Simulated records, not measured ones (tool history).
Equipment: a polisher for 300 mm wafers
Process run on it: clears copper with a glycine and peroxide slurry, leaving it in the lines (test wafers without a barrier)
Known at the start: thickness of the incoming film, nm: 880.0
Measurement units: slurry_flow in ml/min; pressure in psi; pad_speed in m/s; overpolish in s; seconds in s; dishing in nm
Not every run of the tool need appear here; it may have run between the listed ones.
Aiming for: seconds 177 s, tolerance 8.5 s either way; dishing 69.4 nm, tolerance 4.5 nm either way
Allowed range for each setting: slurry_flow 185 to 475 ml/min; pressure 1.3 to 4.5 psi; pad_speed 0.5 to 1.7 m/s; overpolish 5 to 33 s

{"run": 1, "hour": 0.0, "slurry_flow": 305, "pressure": 2.9, "pad_speed": 1.1, "overpolish": 17, "seconds": 123.21, "dishing": 59.935}
{"run": 2, "hour": 8.3, "slurry_flow": 305, "pressure": 2.9, "pad_speed": 1.1, "overpolish": 24, "seconds": 124.16, "dishing": 71.996}
{"run": 3, "hour": 9.3, "slurry_flow": 305, "pressure": 2.9, "pad_speed": 1.36, "overpolish": 24, "seconds": 106.52, "dishing": 71.849}
{"run": 4, "hour": 13.5, "slurry_flow": 305, "pressure": 2.9, "pad_speed": 1.36, "overpolish": 19, "seconds": 104.37, "dishing": 68.455}
{"run": 5, "hour": 21.9, "slurry_flow": 335, "pressure": 2.9, "pad_speed": 1.36, "overpolish": 19, "seconds": 103.07, "dishing": 68.365}
{"run": 6, "hour": 25.6, "slurry_flow": 335, "pressure": 3.5, "pad_speed": 1.36, "overpolish": 19, "seconds": 86.961, "dishing": 74.491}
{"run": 7, "hour": 34.5, "slurry_flow": 340, "pressure": 3, "pad_speed": 1.32, "overpolish": 22, "seconds": 101.26, "dishing": 74.122}
{"run": 8, "hour": 43.5, "slurry_flow": 325, "pressure": 2.6, "pad_speed": 1.28, "overpolish": 25, "seconds": 120.29, "dishing": 73.497}
{"run": 9, "hour": 45.1, "slurry_flow": 320, "pressure": 2.3, "pad_speed": 1.26, "overpolish": 26, "seconds": 133.17, "dishing": 70.352}
{"run": 10, "hour": 50.8, "slurry_flow": 315, "pressure": 2.1, "pad_speed": 1.24, "overpolish": 28, "seconds": 151.29, "dishing": 70.557}
{"run": 11, "hour": 59.3, "slurry_flow": 310, "pressure": 2, "pad_speed": 1.24, "overpolish": 29, "seconds": 152.12, "dishing": 70.51}
{"run": 12, "hour": 66.4, "slurry_flow": 310, "pressure": 1.9, "pad_speed": 1.24, "overpolish": 30, "seconds": 161.11, "dishing": 71.034}
{"run": 13, "hour": 74.7, "slurry_flow": 310, "pressure": 1.9, "pad_speed": 1.24, "overpolish": 30, "seconds": 161, "dishing": 71.054}
{"run": 14, "hour": 76.4, "slurry_flow": 310, "pressure": 1.6, "pad_speed": 1.22, "overpolish": 31, "seconds": 184.26, "dishing": 64.08}

Pick the move, out of 5, that brings all results within their allowed miss; only one does.
{"run": "A", "hour": 78.1, "slurry_flow": 310, "pressure": 1.9, "pad_speed": 1.22, "overpolish": 31, "seconds": "?", "dishing": "?"}
{"run": "B", "hour": 78.1, "slurry_flow": 310, "pressure": 1.9, "pad_speed": 1.32, "overpolish": 28, "seconds": "?", "dishing": "?"}
{"run": "C", "hour": 78.1, "slurry_flow": 265, "pressure": 1.7, "pad_speed": 1.22, "overpolish": 32, "seconds": "?", "dishing": "?"}
{"run": "D", "hour": 78.1, "slurry_flow": 355, "pressure": 2.1, "pad_speed": 1.1, "overpolish": 30, "seconds": "?", "dishing": "?"}
{"run": "E", "hour": 78.1, "slurry_flow": 295, "pressure": 1.8, "pad_speed": 1.3, "overpolish": 33, "seconds": "?", "dishing": "?"}

move=A seconds=164.66 dishing=68.747
move=B seconds=154.57 dishing=67.128
move=C seconds=181.98 dishing=66.646
move=D seconds=163.52 dishing=68.877
move=E seconds=164.05 dishing=69.965
A: gets the furthest-off result to its target, but another result is out of tolerance
B: gets the furthest-off result to its target, but another result is out of tolerance
C: every result lands within tolerance
D: gets the furthest-off result to its target, but another result is out of tolerance
E: gets the furthest-off result to its target, but another result is out of tolerance
Move C is the one to make.

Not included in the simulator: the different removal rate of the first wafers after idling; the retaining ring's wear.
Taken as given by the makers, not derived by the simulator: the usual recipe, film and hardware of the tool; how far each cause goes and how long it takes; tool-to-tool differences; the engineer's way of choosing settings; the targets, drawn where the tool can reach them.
